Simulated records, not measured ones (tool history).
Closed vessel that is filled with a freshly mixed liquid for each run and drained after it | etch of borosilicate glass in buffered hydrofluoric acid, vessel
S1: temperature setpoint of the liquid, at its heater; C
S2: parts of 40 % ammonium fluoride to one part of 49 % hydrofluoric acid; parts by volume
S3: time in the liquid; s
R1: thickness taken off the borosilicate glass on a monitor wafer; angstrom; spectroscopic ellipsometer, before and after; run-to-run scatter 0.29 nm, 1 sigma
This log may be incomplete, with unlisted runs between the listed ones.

run,hour,S1,S2,S3,R1
1,0.0,24.0,17.5,95,676.71
2,4.0,24.0,17.5,100,716.07
3,9.3,24.0,21.5,100,588.07
4,17.5,24.0,21.5,100,588.38
5,21.6,24.0,16.5,100,750.17
6,25.8,24.0,16.5,100,754.22
7,26.9,21.5,18.5,100,585.12

Predict the results of run 8:
8,34.5,20.0,19.5,100,?

R1: 513.88 angstrom
